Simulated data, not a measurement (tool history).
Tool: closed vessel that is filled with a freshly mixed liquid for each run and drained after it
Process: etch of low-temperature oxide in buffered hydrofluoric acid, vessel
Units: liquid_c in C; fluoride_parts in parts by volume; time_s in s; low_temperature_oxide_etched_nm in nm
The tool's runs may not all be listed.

run	hour	liquid_c	fluoride_parts	time_s	low_temperature_oxide_etched_nm
1	0.0	24.0	13	30	89.954
2	5.4	25.5	13	30	97.034
3	9.2	23.5	13	30	86.316
4	16.8	23.5	13	30	86.785
5	20.6	22.0	13	30	80.474
6	24.9	21.0	13	30	75.917
7	26.3	20.5	13	30	74.035
8	34.4	20.0	13	30	71.436

Run 9 comes next. What will it give?
9	36.3	19.5	13	30	?

low_temperature_oxide_etched_nm: 69.109 nm
